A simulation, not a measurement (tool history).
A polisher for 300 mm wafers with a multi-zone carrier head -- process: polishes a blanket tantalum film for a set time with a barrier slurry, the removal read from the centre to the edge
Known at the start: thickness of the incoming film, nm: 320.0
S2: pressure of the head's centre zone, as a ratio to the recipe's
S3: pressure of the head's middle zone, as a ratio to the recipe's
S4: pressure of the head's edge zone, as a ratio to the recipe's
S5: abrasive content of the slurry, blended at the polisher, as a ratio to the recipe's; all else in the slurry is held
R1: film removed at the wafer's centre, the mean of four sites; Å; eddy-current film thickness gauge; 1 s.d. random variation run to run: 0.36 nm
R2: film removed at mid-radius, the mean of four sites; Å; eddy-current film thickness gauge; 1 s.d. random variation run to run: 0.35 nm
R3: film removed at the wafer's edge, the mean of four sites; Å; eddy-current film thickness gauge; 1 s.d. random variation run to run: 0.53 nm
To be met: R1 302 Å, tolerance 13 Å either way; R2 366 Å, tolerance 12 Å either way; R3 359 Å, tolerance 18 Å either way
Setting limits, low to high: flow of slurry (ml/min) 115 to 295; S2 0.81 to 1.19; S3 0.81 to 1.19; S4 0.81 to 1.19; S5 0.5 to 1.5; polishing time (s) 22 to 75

Run 1, hour 0: flow of slurry (ml/min) 190, S2 1, S3 1, S4 1, S5 1, polishing time (s) 48. Result: R1 470.65 Å, R2 477.68 Å, R3 477.68 Å.
Run 2, hour 8.1: flow of slurry (ml/min) 185, S2 0.96, S3 1, S4 0.98, S5 0.9, polishing time (s) 47. Result: R1 419.74 Å, R2 450.78 Å, R3 435.51 Å.
Run 3, hour 13.7: flow of slurry (ml/min) 175, S2 0.92, S3 0.98, S4 0.98, S5 0.85, polishing time (s) 47. Result: R1 396.26 Å, R2 432.44 Å, R3 435.81 Å.
Run 4, hour 18.6: flow of slurry (ml/min) 175, S2 0.88, S3 0.98, S4 0.98, S5 0.85, polishing time (s) 47. Result: R1 369.09 Å, R2 426.8 Å, R3 426.06 Å.
Run 5, hour 25.9: flow of slurry (ml/min) 175, S2 0.88, S3 0.98, S4 1.02, S5 0.85, polishing time (s) 47. Result: R1 380.08 Å, R2 431.76 Å, R3 438.41 Å.
Run 6, hour 32.4: flow of slurry (ml/min) 175, S2 0.88, S3 0.95, S4 1.02, S5 0.85, polishing time (s) 47. Result: R1 375.04 Å, R2 419.57 Å, R3 446.77 Å.
Run 7, hour 40.5: flow of slurry (ml/min) 170, S2 0.87, S3 0.95, S4 0.99, S5 0.8, polishing time (s) 47. Result: R1 360.09 Å, R2 402.2 Å, R3 425.94 Å.
Run 8, hour 47.3: flow of slurry (ml/min) 165, S2 0.86, S3 0.95, S4 0.96, S5 0.75, polishing time (s) 47. Result: R1 341.09 Å, R2 385.44 Å, R3 400.16 Å.
Run 9, hour 56.1: flow of slurry (ml/min) 160, S2 0.85, S3 0.95, S4 0.94, S5 0.75, polishing time (s) 47. Result: R1 341.34 Å, R2 386.03 Å, R3 393.38 Å.
Run 10, hour 63.1: flow of slurry (ml/min) 160, S2 0.84, S3 0.96, S4 0.94, S5 0.7, polishing time (s) 47. Result: R1 322.02 Å, R2 373.37 Å, R3 384.14 Å.
Run 11, hour 65.7: flow of slurry (ml/min) 155, S2 0.83, S3 0.97, S4 0.93, S5 0.7, polishing time (s) 47. Result: R1 319.62 Å, R2 382.34 Å, R3 375.38 Å.
Run 12, hour 68.5: flow of slurry (ml/min) 150, S2 0.83, S3 0.97, S4 0.93, S5 0.7, polishing time (s) 47. Result: R1 312.69 Å, R2 375.99 Å, R3 379.62 Å.
Run 13, hour 70.3: flow of slurry (ml/min) 150, S2 0.83, S3 0.97, S4 0.92, S5 0.7, polishing time (s) 47. Result: R1 314.89 Å, R2 379.28 Å, R3 370.25 Å.
Run 14, hour 77.8: flow of slurry (ml/min) 145, S2 0.83, S3 0.97, S4 0.92, S5 0.7, polishing time (s) 47. Result: R1 309.9 Å, R2 383.44 Å, R3 366.2 Å.
Run 15, hour 85.1: flow of slurry (ml/min) 145, S2 0.83, S3 0.96, S4 0.92, S5 0.7, polishing time (s) 47. Result: R1 311.57 Å, R2 381.19 Å, R3 370.65 Å.
Run 16, hour 85.9: flow of slurry (ml/min) 145, S2 0.83, S3 0.95, S4 0.91, S5 0.7, polishing time (s) 47. Result: R1 315.77 Å, R2 365.42 Å, R3 358.17 Å.

4 next moves are on the table. One of them brings every result within its allowed miss. Which?
Run A, hour 86.7: flow of slurry (ml/min) 140, S2 0.95, S3 0.96, S4 0.82, S5 0.85, polishing time (s) 39. Result: R1 ?, R2 ?, R3 ?.
Run B, hour 86.7: flow of slurry (ml/min) 165, S2 0.82, S3 0.88, S4 0.93, S5 0.6, polishing time (s) 49. Result: R1 ?, R2 ?, R3 ?.
Run C, hour 86.7: flow of slurry (ml/min) 170, S2 0.81, S3 0.86, S4 0.89, S5 0.7, polishing time (s) 45. Result: R1 ?, R2 ?, R3 ?.
Run D, hour 86.7: flow of slurry (ml/min) 115, S2 0.83, S3 0.97, S4 0.92, S5 0.6, polishing time (s) 52. Result: R1 ?, R2 ?, R3 ?.

move      R1      R2      R3
   A  329.39  344.17  316.91
   B  298.26  334.41  347.59
   C  301.22   335.6  347.76
   D  307.69  369.59  357.25
A: misses by more than the last run did
B: meets the target for the result that was furthest off, but another lies outside its allowed miss
C: meets the target for the result that was furthest off, but another lies outside its allowed miss
D: meets every target
The move that meets every target is D.
